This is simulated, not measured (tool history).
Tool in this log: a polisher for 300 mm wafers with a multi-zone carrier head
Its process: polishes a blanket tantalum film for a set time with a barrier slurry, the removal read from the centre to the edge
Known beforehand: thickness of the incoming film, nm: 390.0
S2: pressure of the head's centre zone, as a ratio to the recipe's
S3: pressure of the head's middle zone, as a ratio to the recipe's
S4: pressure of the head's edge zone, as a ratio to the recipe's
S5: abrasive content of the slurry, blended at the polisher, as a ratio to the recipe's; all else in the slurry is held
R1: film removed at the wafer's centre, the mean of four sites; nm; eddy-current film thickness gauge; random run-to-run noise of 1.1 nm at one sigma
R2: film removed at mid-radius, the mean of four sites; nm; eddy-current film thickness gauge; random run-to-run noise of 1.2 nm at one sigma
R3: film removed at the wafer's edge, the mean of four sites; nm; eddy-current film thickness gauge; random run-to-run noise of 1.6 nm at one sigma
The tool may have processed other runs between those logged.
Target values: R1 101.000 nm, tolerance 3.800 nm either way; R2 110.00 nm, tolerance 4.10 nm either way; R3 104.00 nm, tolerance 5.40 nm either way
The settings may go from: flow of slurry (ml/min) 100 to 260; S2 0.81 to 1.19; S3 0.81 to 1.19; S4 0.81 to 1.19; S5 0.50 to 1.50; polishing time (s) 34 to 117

Run 1, day 0.000: flow of slurry (ml/min) 165, S2 1.00, S3 1.00, S4 1.00, S5 1.00, polishing time (s) 75. Result: R1 157.720 nm, R2 155.50 nm, R3 157.82 nm.
Run 2, day 0.029: flow of slurry (ml/min) 165, S2 1.08, S3 1.00, S4 1.00, S5 1.00, polishing time (s) 75. Result: R1 169.330 nm, R2 155.46 nm, R3 160.46 nm.
Run 3, day 0.258: flow of slurry (ml/min) 165, S2 1.02, S3 1.00, S4 1.00, S5 1.00, polishing time (s) 75. Result: R1 162.650 nm, R2 154.34 nm, R3 159.34 nm.
Run 4, day 0.567: flow of slurry (ml/min) 160, S2 0.99, S3 1.00, S4 0.98, S5 0.90, polishing time (s) 72. Result: R1 142.950 nm, R2 142.14 nm, R3 139.25 nm.
Run 5, day 0.788: flow of slurry (ml/min) 160, S2 0.99, S3 1.00, S4 1.04, S5 0.90, polishing time (s) 72. Result: R1 143.270 nm, R2 143.83 nm, R3 143.88 nm.
Run 6, day 1.033: flow of slurry (ml/min) 155, S2 0.96, S3 0.98, S4 1.03, S5 0.80, polishing time (s) 72. Result: R1 128.460 nm, R2 127.29 nm, R3 132.75 nm.
Run 7, day 1.129: flow of slurry (ml/min) 150, S2 0.94, S3 0.98, S4 1.00, S5 0.75, polishing time (s) 72. Result: R1 119.580 nm, R2 122.54 nm, R3 123.21 nm.
Run 8, day 1.400: flow of slurry (ml/min) 145, S2 0.93, S3 0.98, S4 0.98, S5 0.75, polishing time (s) 72. Result: R1 121.220 nm, R2 123.65 nm, R3 127.44 nm.
Run 9, day 1.696: flow of slurry (ml/min) 155, S2 0.92, S3 0.98, S4 0.98, S5 0.70, polishing time (s) 71. Result: R1 112.790 nm, R2 116.84 nm, R3 120.72 nm.
Run 10, day 1.767: flow of slurry (ml/min) 145, S2 0.92, S3 0.99, S4 0.96, S5 0.65, polishing time (s) 71. Result: R1 103.520 nm, R2 110.42 nm, R3 113.71 nm.

Next run, 5 choices. One meets every target within its allowed miss, the rest don't. Which?
Run A, day 1.838: flow of slurry (ml/min) 160, S2 0.94, S3 1.06, S4 0.95, S5 1.05, polishing time (s) 49. Result: R1 ?, R2 ?, R3 ?.
Run B, day 1.838: flow of slurry (ml/min) 180, S2 1.02, S3 1.12, S4 0.92, S5 0.85, polishing time (s) 55. Result: R1 ?, R2 ?, R3 ?.
Run C, day 1.838: flow of slurry (ml/min) 120, S2 0.83, S3 0.86, S4 0.98, S5 0.55, polishing time (s) 100. Result: R1 ?, R2 ?, R3 ?.
Run D, day 1.838: flow of slurry (ml/min) 110, S2 0.88, S3 0.95, S4 1.10, S5 0.55, polishing time (s) 100. Result: R1 ?, R2 ?, R3 ?.
Run E, day 1.838: flow of slurry (ml/min) 110, S2 0.92, S3 0.86, S4 0.94, S5 0.60, polishing time (s) 91. Result: R1 ?, R2 ?, R3 ?.

move       R1      R2      R3
   A   98.758  108.54  104.17
   B  109.910  118.08  106.23
   C  103.790  106.90  126.35
   D  105.620  113.14  129.46
   E  111.010  105.73  124.15
A: every result within its allowed miss
B: puts the biggest miss on target and leaves a different result outside tolerance
C: lands further from the targets than the last run did
D: lands further from the targets than the last run did
E: lands further from the targets than the last run did
A meets every target.
